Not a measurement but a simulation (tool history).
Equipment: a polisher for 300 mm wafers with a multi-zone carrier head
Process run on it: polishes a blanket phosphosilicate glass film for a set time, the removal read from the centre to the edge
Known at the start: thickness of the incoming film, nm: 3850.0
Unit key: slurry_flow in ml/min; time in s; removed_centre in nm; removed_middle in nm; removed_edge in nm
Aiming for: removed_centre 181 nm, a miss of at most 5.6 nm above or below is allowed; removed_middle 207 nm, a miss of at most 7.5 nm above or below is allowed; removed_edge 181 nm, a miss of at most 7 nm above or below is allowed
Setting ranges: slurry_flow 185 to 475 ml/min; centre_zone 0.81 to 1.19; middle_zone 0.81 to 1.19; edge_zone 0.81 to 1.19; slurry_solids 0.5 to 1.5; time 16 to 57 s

{"run": 1, "hour": 0.0, "slurry_flow": 305, "centre_zone": 1, "middle_zone": 1, "edge_zone": 1, "slurry_solids": 1, "time": 36, "removed_centre": 294.14, "removed_middle": 302.74, "removed_edge": 309.71}
{"run": 2, "hour": 2.9, "slurry_flow": 305, "centre_zone": 0.92, "middle_zone": 1, "edge_zone": 1, "slurry_solids": 1, "time": 36, "removed_centre": 269.79, "removed_middle": 306.49, "removed_edge": 313.31}
{"run": 3, "hour": 7.0, "slurry_flow": 310, "centre_zone": 0.93, "middle_zone": 1.02, "edge_zone": 0.97, "slurry_solids": 0.9, "time": 34, "removed_centre": 237.71, "removed_middle": 273.16, "removed_edge": 270.76}
{"run": 4, "hour": 8.7, "slurry_flow": 315, "centre_zone": 0.95, "middle_zone": 1.03, "edge_zone": 0.94, "slurry_solids": 0.8, "time": 34, "removed_centre": 222.23, "removed_middle": 248.93, "removed_edge": 243.59}
{"run": 5, "hour": 13.2, "slurry_flow": 315, "centre_zone": 0.96, "middle_zone": 1.05, "edge_zone": 0.92, "slurry_solids": 0.75, "time": 34, "removed_centre": 214.46, "removed_middle": 245.11, "removed_edge": 229.01}
{"run": 6, "hour": 21.5, "slurry_flow": 290, "centre_zone": 0.96, "middle_zone": 1.05, "edge_zone": 0.92, "slurry_solids": 0.75, "time": 34, "removed_centre": 210.34, "removed_middle": 241.96, "removed_edge": 222.96}
{"run": 7, "hour": 26.8, "slurry_flow": 275, "centre_zone": 0.96, "middle_zone": 1.04, "edge_zone": 0.9, "slurry_solids": 0.75, "time": 34, "removed_centre": 211.52, "removed_middle": 237.93, "removed_edge": 221.28}
{"run": 8, "hour": 32.2, "slurry_flow": 270, "centre_zone": 0.96, "middle_zone": 1.04, "edge_zone": 0.88, "slurry_solids": 0.7, "time": 34, "removed_centre": 201.21, "removed_middle": 227.88, "removed_edge": 207.32}
{"run": 9, "hour": 33.6, "slurry_flow": 260, "centre_zone": 0.96, "middle_zone": 1.04, "edge_zone": 0.86, "slurry_solids": 0.7, "time": 34, "removed_centre": 200.12, "removed_middle": 226.47, "removed_edge": 203.27}
{"run": 10, "hour": 34.2, "slurry_flow": 255, "centre_zone": 0.96, "middle_zone": 1.04, "edge_zone": 0.85, "slurry_solids": 0.7, "time": 34, "removed_centre": 201.1, "removed_middle": 228.55, "removed_edge": 206.88}
{"run": 11, "hour": 38.6, "slurry_flow": 285, "centre_zone": 0.98, "middle_zone": 1.07, "edge_zone": 0.84, "slurry_solids": 0.5, "time": 32, "removed_centre": 129.38, "removed_middle": 149.44, "removed_edge": 132.12}
{"run": 12, "hour": 40.1, "slurry_flow": 265, "centre_zone": 0.98, "middle_zone": 1.07, "edge_zone": 0.85, "slurry_solids": 0.55, "time": 32, "removed_centre": 145.83, "removed_middle": 170.19, "removed_edge": 148.45}
{"hour": 47.6, "done": "centre zone pressure recalibrated"}
{"run": 13, "hour": 47.6, "slurry_flow": 255, "centre_zone": 0.98, "middle_zone": 1.07, "edge_zone": 0.85, "slurry_solids": 0.6, "time": 32, "removed_centre": 183.64, "removed_middle": 184.67, "removed_edge": 167.87}
{"run": 14, "hour": 54.2, "slurry_flow": 260, "centre_zone": 0.97, "middle_zone": 1.08, "edge_zone": 0.85, "slurry_solids": 0.6, "time": 32, "removed_centre": 179.74, "removed_middle": 186.19, "removed_edge": 163.78}
{"run": 15, "hour": 56.5, "slurry_flow": 255, "centre_zone": 0.94, "middle_zone": 1.08, "edge_zone": 0.85, "slurry_solids": 0.6, "time": 32, "removed_centre": 172.87, "removed_middle": 187.75, "removed_edge": 161.36}
{"run": 16, "hour": 57.5, "slurry_flow": 255, "centre_zone": 0.92, "middle_zone": 1.08, "edge_zone": 0.87, "slurry_solids": 0.6, "time": 32, "removed_centre": 167.98, "removed_middle": 188.19, "removed_edge": 168.48}
{"run": 17, "hour": 64.3, "slurry_flow": 250, "centre_zone": 0.9, "middle_zone": 1.09, "edge_zone": 0.87, "slurry_solids": 0.6, "time": 32, "removed_centre": 165.79, "removed_middle": 184.05, "removed_edge": 170.65}
{"run": 18, "hour": 73.2, "slurry_flow": 260, "centre_zone": 0.9, "middle_zone": 1.09, "edge_zone": 0.86, "slurry_solids": 0.6, "time": 32, "removed_centre": 166.47, "removed_middle": 185.9, "removed_edge": 168.63}
{"run": 19, "hour": 78.2, "slurry_flow": 265, "centre_zone": 0.89, "middle_zone": 1.1, "edge_zone": 0.85, "slurry_solids": 0.6, "time": 32, "removed_centre": 163.66, "removed_middle": 189.65, "removed_edge": 165.12}
{"run": 20, "hour": 84.8, "slurry_flow": 260, "centre_zone": 0.88, "middle_zone": 1.11, "edge_zone": 0.85, "slurry_solids": 0.6, "time": 32, "removed_centre": 161.43, "removed_middle": 189.22, "removed_edge": 163.55}
{"run": 21, "hour": 92.9, "slurry_flow": 255, "centre_zone": 0.87, "middle_zone": 1.12, "edge_zone": 0.86, "slurry_solids": 0.6, "time": 32, "removed_centre": 159.8, "removed_middle": 193.53, "removed_edge": 166.94}
{"run": 22, "hour": 95.0, "slurry_flow": 245, "centre_zone": 0.88, "middle_zone": 1.12, "edge_zone": 0.87, "slurry_solids": 0.6, "time": 32, "removed_centre": 160.07, "removed_middle": 187.64, "removed_edge": 165.91}
{"run": 23, "hour": 97.4, "slurry_flow": 330, "centre_zone": 0.94, "middle_zone": 1.15, "edge_zone": 0.93, "slurry_solids": 0.7, "time": 32, "removed_centre": 208.33, "removed_middle": 236.07, "removed_edge": 200.66}
{"run": 24, "hour": 101.5, "slurry_flow": 315, "centre_zone": 0.93, "middle_zone": 1.14, "edge_zone": 0.91, "slurry_solids": 0.7, "time": 32, "removed_centre": 208.37, "removed_middle": 235.41, "removed_edge": 199.9}
{"run": 25, "hour": 110.0, "slurry_flow": 300, "centre_zone": 0.92, "middle_zone": 1.13, "edge_zone": 0.9, "slurry_solids": 0.7, "time": 32, "removed_centre": 199.72, "removed_middle": 231.69, "removed_edge": 197.59}
{"run": 26, "hour": 118.1, "slurry_flow": 300, "centre_zone": 0.92, "middle_zone": 1.13, "edge_zone": 0.9, "slurry_solids": 0.7, "time": 32, "removed_centre": 201.3, "removed_middle": 228.95, "removed_edge": 196.94}
{"run": 27, "hour": 120.8, "slurry_flow": 290, "centre_zone": 0.91, "middle_zone": 1.12, "edge_zone": 0.89, "slurry_solids": 0.7, "time": 32, "removed_centre": 197.88, "removed_middle": 231.66, "removed_edge": 201.24}
{"run": 28, "hour": 123.4, "slurry_flow": 285, "centre_zone": 0.91, "middle_zone": 1.11, "edge_zone": 0.88, "slurry_solids": 0.7, "time": 32, "removed_centre": 199.68, "removed_middle": 226.13, "removed_edge": 191.11}

4 candidate next runs follow, results not yet known. Just one meets every target within its allowed miss. Identify it.
{"run": "A", "hour": 126.0, "slurry_flow": 265, "centre_zone": 0.95, "middle_zone": 1.19, "edge_zone": 0.88, "slurry_solids": 0.9, "time": 27, "removed_centre": "?", "removed_middle": "?", "removed_edge": "?"}
{"run": "B", "hour": 126.0, "slurry_flow": 220, "centre_zone": 0.9, "middle_zone": 1.1, "edge_zone": 0.89, "slurry_solids": 0.95, "time": 24, "removed_centre": "?", "removed_middle": "?", "removed_edge": "?"}
{"run": "C", "hour": 126.0, "slurry_flow": 270, "centre_zone": 0.93, "middle_zone": 1.09, "edge_zone": 0.88, "slurry_solids": 0.7, "time": 27, "removed_centre": "?", "removed_middle": "?", "removed_edge": "?"}
{"run": "D", "hour": 126.0, "slurry_flow": 320, "centre_zone": 0.84, "middle_zone": 1.1, "edge_zone": 0.85, "slurry_solids": 0.6, "time": 34, "removed_centre": "?", "removed_middle": "?", "removed_edge": "?"}

move=A removed_centre=210.17 removed_middle=242.74 removed_edge=199.58
move=B removed_centre=178.8 removed_middle=204.46 removed_edge=181.98
move=C removed_centre=169.31 removed_middle=185.36 removed_edge=164.48
move=D removed_centre=168.21 removed_middle=205.41 removed_edge=177.22
A: the biggest miss grows against the last run
B: all results land within tolerance of their targets
C: the result that was furthest off in the last run now lies on the other side of its target
D: the result that was furthest off in the last run now lies on the other side of its target
B is the move that brings every result within its allowed miss.
